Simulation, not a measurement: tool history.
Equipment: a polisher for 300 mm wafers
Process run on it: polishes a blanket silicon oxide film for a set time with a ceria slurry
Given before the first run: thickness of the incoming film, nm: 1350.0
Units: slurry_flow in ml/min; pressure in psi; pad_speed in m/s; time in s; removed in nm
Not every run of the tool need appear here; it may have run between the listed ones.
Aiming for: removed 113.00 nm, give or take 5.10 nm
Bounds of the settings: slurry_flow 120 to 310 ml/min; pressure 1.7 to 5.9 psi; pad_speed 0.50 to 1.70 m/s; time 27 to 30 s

| run | hour | slurry_flow | pressure | pad_speed | time | removed |
|---|---|---|---|---|---|---|
| 1 | 0.0 | 200 | 3.8 | 1.10 | 30 | 160.99 |
| 2 | 1.4 | 200 | 3.8 | 1.26 | 30 | 179.43 |
| 3 | 4.1 | 200 | 3.5 | 1.26 | 30 | 166.24 |
| 4 | 7.0 | 200 | 3.5 | 1.16 | 30 | 153.74 |
| 5 | 8.1 | 200 | 3.3 | 1.16 | 30 | 142.22 |
| 6 | 13.9 | 200 | 3.3 | 1.00 | 30 | 129.60 |
| 7 | 14.4 | 200 | 3.2 | 1.00 | 30 | 121.22 |
| 8 | 22.1 | 200 | 3.1 | 1.00 | 30 | 119.47 |
|  | 23.5 | slurry nozzle cleaned |
| 9 | 23.5 | 200 | 3.0 | 1.00 | 30 | 123.14 |
| 10 | 30.0 | 200 | 3.0 | 1.00 | 30 | 121.74 |

Next run, 5 choices. One meets every target within its allowed miss, the rest don't. Which?
| A | 36.5 | 210 | 4.1 | 0.88 | 28 | ? |
| B | 36.5 | 200 | 2.0 | 1.58 | 27 | ? |
| C | 36.5 | 195 | 3.6 | 0.94 | 30 | ? |
| D | 36.5 | 205 | 2.7 | 1.30 | 30 | ? |
| E | 36.5 | 170 | 3.4 | 1.00 | 30 | ? |

| move | removed |
|---|---|
| A | 136.74 |
| B | 109.69 |
| C | 135.10 |
| D | 136.66 |
| E | 131.81 |
A: misses by more than the last run did
B: all results in spec
C: misses by more than the last run did
D: misses by more than the last run did
E: misses by more than the last run did
Move B is the one to make.
